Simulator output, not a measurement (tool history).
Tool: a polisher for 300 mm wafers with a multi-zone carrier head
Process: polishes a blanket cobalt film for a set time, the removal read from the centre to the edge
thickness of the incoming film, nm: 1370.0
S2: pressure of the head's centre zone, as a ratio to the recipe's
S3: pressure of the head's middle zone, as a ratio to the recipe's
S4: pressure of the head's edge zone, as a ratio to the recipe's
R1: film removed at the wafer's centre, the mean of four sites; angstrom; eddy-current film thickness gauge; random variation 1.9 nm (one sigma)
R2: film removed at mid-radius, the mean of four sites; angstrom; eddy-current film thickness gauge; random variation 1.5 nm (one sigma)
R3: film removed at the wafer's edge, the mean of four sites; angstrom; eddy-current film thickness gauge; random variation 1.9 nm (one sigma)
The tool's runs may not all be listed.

run 1 hour=0 | flow_of_slurry_(ml/min)=255 S2=1 S3=1 S4=1 polishing_time_(s)=68 | R1=2677.4 R2=2638.2 R3=2648.2
run 2 hour=4.9 | flow_of_slurry_(ml/min)=255 S2=1 S3=1 S4=0.93 polishing_time_(s)=68 | R1=2693 R2=2631.3 R3=2599.9
run 3 hour=10.7 | flow_of_slurry_(ml/min)=235 S2=0.98 S3=0.96 S4=0.91 polishing_time_(s)=61 | R1=2329.8 R2=2267.7 R3=2297
run 4 hour=16.7 | flow_of_slurry_(ml/min)=235 S2=0.98 S3=0.96 S4=0.91 polishing_time_(s)=45 | R1=1765.9 R2=1663.4 R3=1678
run 5 hour=21.5 | flow_of_slurry_(ml/min)=235 S2=0.97 S3=0.94 S4=0.92 polishing_time_(s)=42 | R1=1595.6 R2=1561.9 R3=1597.1
run 6 hour=23.1 | flow_of_slurry_(ml/min)=235 S2=0.97 S3=0.89 S4=0.92 polishing_time_(s)=42 | R1=1597.7 R2=1465.5 R3=1614.6
run 7 hour=27.5 | flow_of_slurry_(ml/min)=235 S2=0.97 S3=0.88 S4=0.92 polishing_time_(s)=40 | R1=1528 R2=1385.6 R3=1486.4
run 8 hour=36 | flow_of_slurry_(ml/min)=235 S2=0.96 S3=0.87 S4=0.92 polishing_time_(s)=39 | R1=1426 R2=1325.8 R3=1454.8
run 9 hour=40.9 | flow_of_slurry_(ml/min)=235 S2=0.96 S3=0.86 S4=0.92 polishing_time_(s)=38 | R1=1423.6 R2=1282.7 R3=1410
run 10 hour=49.6 | flow_of_slurry_(ml/min)=235 S2=0.96 S3=0.85 S4=0.92 polishing_time_(s)=38 | R1=1412.5 R2=1280 R3=1418.8

The next listed run, before its measurement:
run 11 hour=55.8 | flow_of_slurry_(ml/min)=235 S2=0.96 S3=0.84 S4=0.92 polishing_time_(s)=38 | R1=? R2=? R3=?

{"run 11": {"R1": 1421.9, "R2": 1259.5, "R3": 1448.3}}

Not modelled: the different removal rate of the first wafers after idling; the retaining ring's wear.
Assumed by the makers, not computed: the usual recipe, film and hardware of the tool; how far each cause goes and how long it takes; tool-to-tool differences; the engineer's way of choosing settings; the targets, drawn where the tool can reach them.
